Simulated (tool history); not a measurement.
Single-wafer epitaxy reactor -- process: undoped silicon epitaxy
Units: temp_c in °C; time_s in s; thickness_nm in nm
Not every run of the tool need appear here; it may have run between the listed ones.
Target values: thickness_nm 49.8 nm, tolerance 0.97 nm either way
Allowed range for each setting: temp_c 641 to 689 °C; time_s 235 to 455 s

run 1 hour=0 | temp_c=665 time_s=345 | thickness_nm=82.461
run 2 hour=1.2 | temp_c=665 time_s=386 | thickness_nm=92.211
run 3 hour=6.1 | temp_c=655 time_s=386 | thickness_nm=71.832
run 4 hour=7.8 | temp_c=652 time_s=384 | thickness_nm=66.272
run 5 hour=11.8 | temp_c=649 time_s=383 | thickness_nm=61.989
run 6 hour=14.6 | temp_c=645 time_s=383 | thickness_nm=56.365
run 7 hour=21.2 | temp_c=644 time_s=380 | thickness_nm=54.238
run 8 hour=22.4 | temp_c=643 time_s=379 | thickness_nm=53.532
run 9 hour=28.4 | temp_c=643 time_s=377 | thickness_nm=52.362

Exercise: of the 4 proposed moves below, exactly one satisfies all targets within the stated allowed misses. Which move is it?
run A hour=34.4 | temp_c=646 time_s=368 | thickness_nm=?
run B hour=34.4 | temp_c=647 time_s=381 | thickness_nm=?
run C hour=34.4 | temp_c=644 time_s=390 | thickness_nm=?
run D hour=34.4 | temp_c=643 time_s=356 | thickness_nm=?

move=A thickness_nm=55.441
move=B thickness_nm=58.863
move=C thickness_nm=55.861
move=D thickness_nm=49.714
A: lands further from the targets than the last run did
B: lands further from the targets than the last run did
C: lands further from the targets than the last run did
D: in spec on every target
Answer: D
